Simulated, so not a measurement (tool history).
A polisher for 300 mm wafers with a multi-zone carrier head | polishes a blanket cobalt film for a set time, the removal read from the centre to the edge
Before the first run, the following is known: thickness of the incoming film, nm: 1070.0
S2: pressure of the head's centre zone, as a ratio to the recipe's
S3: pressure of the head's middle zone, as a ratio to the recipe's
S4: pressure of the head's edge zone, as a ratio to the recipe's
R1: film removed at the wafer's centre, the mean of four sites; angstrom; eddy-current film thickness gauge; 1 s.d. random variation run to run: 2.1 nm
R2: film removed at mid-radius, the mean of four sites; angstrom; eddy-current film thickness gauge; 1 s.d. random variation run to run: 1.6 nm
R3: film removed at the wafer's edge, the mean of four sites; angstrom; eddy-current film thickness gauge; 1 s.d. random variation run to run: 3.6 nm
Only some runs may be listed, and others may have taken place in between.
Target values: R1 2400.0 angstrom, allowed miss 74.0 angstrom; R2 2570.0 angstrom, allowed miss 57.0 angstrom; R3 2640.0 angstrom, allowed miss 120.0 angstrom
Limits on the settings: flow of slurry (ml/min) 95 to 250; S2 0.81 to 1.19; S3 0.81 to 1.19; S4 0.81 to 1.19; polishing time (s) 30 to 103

{"run": 1, "hour": 0.0, "flow of slurry (ml/min)": 160, "S2": 1.0, "S3": 1.0, "S4": 1.0, "polishing time (s)": 66, "R1": 3143.6, "R2": 3275.3, "R3": 3390.7}
{"run": 2, "hour": 0.8, "flow of slurry (ml/min)": 160, "S2": 1.0, "S3": 0.94, "S4": 1.0, "polishing time (s)": 66, "R1": 3217.8, "R2": 3167.4, "R3": 3320.3}
{"run": 3, "hour": 1.4, "flow of slurry (ml/min)": 145, "S2": 0.95, "S3": 0.91, "S4": 0.96, "polishing time (s)": 64, "R1": 2887.1, "R2": 2943.3, "R3": 3214.0}
{"run": 4, "hour": 6.7, "flow of slurry (ml/min)": 145, "S2": 0.95, "S3": 0.86, "S4": 0.96, "polishing time (s)": 64, "R1": 2904.2, "R2": 2881.9, "R3": 3123.4}
{"run": 5, "hour": 15.6, "flow of slurry (ml/min)": 150, "S2": 0.93, "S3": 0.86, "S4": 0.91, "polishing time (s)": 61, "R1": 2755.9, "R2": 2757.6, "R3": 2937.9}
{"run": 6, "hour": 22.4, "flow of slurry (ml/min)": 145, "S2": 0.91, "S3": 0.86, "S4": 0.88, "polishing time (s)": 60, "R1": 2606.6, "R2": 2687.4, "R3": 2830.9}
{"run": 7, "hour": 27.6, "flow of slurry (ml/min)": 135, "S2": 0.9, "S3": 0.86, "S4": 0.86, "polishing time (s)": 60, "R1": 2490.7, "R2": 2663.2, "R3": 2834.4}
{"run": 8, "hour": 34.8, "flow of slurry (ml/min)": 140, "S2": 0.9, "S3": 0.86, "S4": 0.84, "polishing time (s)": 59, "R1": 2519.4, "R2": 2653.7, "R3": 2725.0}
{"run": 9, "hour": 35.6, "flow of slurry (ml/min)": 135, "S2": 0.9, "S3": 0.86, "S4": 0.83, "polishing time (s)": 59, "R1": 2551.3, "R2": 2613.9, "R3": 2642.3}

4 candidate next runs follow, results not yet known. Just one meets every target within its allowed miss. Identify it.
{"run": "A", "hour": 36.4, "flow of slurry (ml/min)": 160, "S2": 0.84, "S3": 0.89, "S4": 0.87, "polishing time (s)": 55, "R1": "?", "R2": "?", "R3": "?"}
{"run": "B", "hour": 36.4, "flow of slurry (ml/min)": 150, "S2": 0.91, "S3": 0.81, "S4": 0.88, "polishing time (s)": 55, "R1": "?", "R2": "?", "R3": "?"}
{"run": "C", "hour": 36.4, "flow of slurry (ml/min)": 100, "S2": 1.0, "S3": 1.07, "S4": 0.81, "polishing time (s)": 54, "R1": "?", "R2": "?", "R3": "?"}
{"run": "D", "hour": 36.4, "flow of slurry (ml/min)": 180, "S2": 0.94, "S3": 0.97, "S4": 0.99, "polishing time (s)": 51, "R1": "?", "R2": "?", "R3": "?"}

move=A R1=2252.1 R2=2577.1 R3=2589.4
move=B R1=2410.9 R2=2413.7 R3=2584.7
move=C R1=2374.4 R2=2579.6 R3=2304.5
move=D R1=2389.1 R2=2560.8 R3=2582.1
A: takes the biggest miss from the last run beyond its target
B: gets the furthest-off result to its target, but another result is out of tolerance
C: gets the furthest-off result to its target, but another result is out of tolerance
D: in spec on every target
Answer: D
